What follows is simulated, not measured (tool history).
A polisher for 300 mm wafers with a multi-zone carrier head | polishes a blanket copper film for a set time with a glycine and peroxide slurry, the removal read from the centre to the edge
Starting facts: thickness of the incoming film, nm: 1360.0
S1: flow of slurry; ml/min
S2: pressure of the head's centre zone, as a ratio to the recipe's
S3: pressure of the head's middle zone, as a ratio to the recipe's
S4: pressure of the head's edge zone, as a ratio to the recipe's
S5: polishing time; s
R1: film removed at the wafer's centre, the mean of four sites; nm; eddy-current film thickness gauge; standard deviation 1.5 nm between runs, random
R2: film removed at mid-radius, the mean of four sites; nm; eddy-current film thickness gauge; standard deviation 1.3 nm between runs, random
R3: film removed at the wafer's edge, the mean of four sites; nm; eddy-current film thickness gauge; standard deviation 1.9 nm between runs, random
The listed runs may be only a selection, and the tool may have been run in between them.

| run | hour | S1 | S2 | S3 | S4 | S5 | R1 | R2 | R3 |
|---|---|---|---|---|---|---|---|---|---|
| 1 | 0 | 275 | 1 | 1 | 1 | 57 | 188.58 | 191.13 | 191.19 |
| 2 | 1.1 | 275 | 1.01 | 0.99 | 0.97 | 54 | 176.04 | 180.89 | 182.02 |
| 3 | 9.9 | 275 | 1.01 | 0.99 | 0.97 | 45 | 151.42 | 152.72 | 151 |
| 4 | 14.3 | 280 | 1.04 | 0.99 | 0.96 | 44 | 148.86 | 144.93 | 150.09 |
| 5 | 16.8 | 280 | 1.04 | 0.99 | 0.9 | 44 | 150.83 | 145.92 | 141.73 |
| 6 | 17.7 | 280 | 1.04 | 0.99 | 0.84 | 44 | 150.52 | 148.16 | 141.37 |
| 7 | 24.1 | 285 | 1.06 | 0.99 | 0.84 | 44 | 156.86 | 145.96 | 139.25 |
| 8 | 26.9 | 290 | 1.07 | 0.99 | 0.85 | 44 | 156.43 | 147.26 | 143.58 |

The next listed run, before its measurement:
| 9 | 29.6 | 290 | 1.08 | 0.99 | 0.84 | 44 | ? | ? | ? |

Run 9 produced R1 159.98 nm, R2 147.41 nm, R3 139.94 nm.

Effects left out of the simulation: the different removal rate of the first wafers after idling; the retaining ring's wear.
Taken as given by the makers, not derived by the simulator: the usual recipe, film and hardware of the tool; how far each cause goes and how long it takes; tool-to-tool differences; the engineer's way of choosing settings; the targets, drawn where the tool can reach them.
